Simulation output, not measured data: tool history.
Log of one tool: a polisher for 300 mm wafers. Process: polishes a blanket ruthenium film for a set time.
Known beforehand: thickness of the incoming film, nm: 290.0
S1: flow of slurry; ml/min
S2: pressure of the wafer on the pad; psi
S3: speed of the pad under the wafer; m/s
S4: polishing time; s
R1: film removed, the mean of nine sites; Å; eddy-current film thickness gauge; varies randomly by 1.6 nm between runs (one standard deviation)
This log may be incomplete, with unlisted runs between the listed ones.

Run 1, hour 0: S1 260 ml/min, S2 2.3 psi, S3 1.12 m/s, S4 76 s. Result: R1 1200.2 Å.
Run 2, hour 2.3: S1 260 ml/min, S2 2.4 psi, S3 1.12 m/s, S4 76 s. Result: R1 1249 Å.
Run 3, hour 7.6: S1 285 ml/min, S2 2.4 psi, S3 1.12 m/s, S4 76 s. Result: R1 1247.7 Å.
Run 4, hour 14.5: S1 285 ml/min, S2 2.4 psi, S3 1.12 m/s, S4 80 s. Result: R1 1311.6 Å.
Run 5, hour 16.4: S1 285 ml/min, S2 2.5 psi, S3 1.12 m/s, S4 80 s. Result: R1 1326.4 Å.
Run 6, hour 24.2: S1 285 ml/min, S2 2.5 psi, S3 1.02 m/s, S4 80 s. Result: R1 1254.5 Å.
Run 7, hour 28.4: S1 285 ml/min, S2 2.6 psi, S3 1.02 m/s, S4 80 s. Result: R1 1290.1 Å.

What will run 8 give?
Run 8, hour 33.4: S1 285 ml/min, S2 2.7 psi, S3 1.02 m/s, S4 80 s. Result: R1 ?.

Run 8 came out at R1 1340.7 Å.

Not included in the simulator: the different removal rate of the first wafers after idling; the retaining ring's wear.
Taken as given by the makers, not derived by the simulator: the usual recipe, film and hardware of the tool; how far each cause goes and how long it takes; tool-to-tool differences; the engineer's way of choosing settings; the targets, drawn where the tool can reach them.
